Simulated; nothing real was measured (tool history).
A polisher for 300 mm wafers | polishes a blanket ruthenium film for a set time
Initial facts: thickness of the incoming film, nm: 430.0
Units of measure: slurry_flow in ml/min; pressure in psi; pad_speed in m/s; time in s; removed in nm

run 1 hour=0 | slurry_flow=165 pressure=2.5 pad_speed=0.82 time=107 | removed=136.2
run 2 hour=6.3 | slurry_flow=165 pressure=2.5 pad_speed=0.82 time=107 | removed=135.21
run 3 hour=7.5 | slurry_flow=165 pressure=2.6 pad_speed=0.82 time=107 | removed=138.33
run 4 hour=10.3 | slurry_flow=165 pressure=2.7 pad_speed=0.82 time=107 | removed=140.06
run 5 hour=15 | slurry_flow=165 pressure=2.7 pad_speed=0.72 time=107 | removed=128.91
-- hour=16.6 worn pad replaced by a new one
run 6 hour=16.6 | slurry_flow=165 pressure=2.9 pad_speed=0.72 time=107 | removed=150.99
run 7 hour=19.6 | slurry_flow=165 pressure=3 pad_speed=0.72 time=107 | removed=154.42
run 8 hour=24.2 | slurry_flow=165 pressure=3.1 pad_speed=0.72 time=107 | removed=161.25

Forecast run 9:
run 9 hour=26.3 | slurry_flow=165 pressure=3.2 pad_speed=0.72 time=107 | removed=?

{"run 9": {"removed": 166.65}}

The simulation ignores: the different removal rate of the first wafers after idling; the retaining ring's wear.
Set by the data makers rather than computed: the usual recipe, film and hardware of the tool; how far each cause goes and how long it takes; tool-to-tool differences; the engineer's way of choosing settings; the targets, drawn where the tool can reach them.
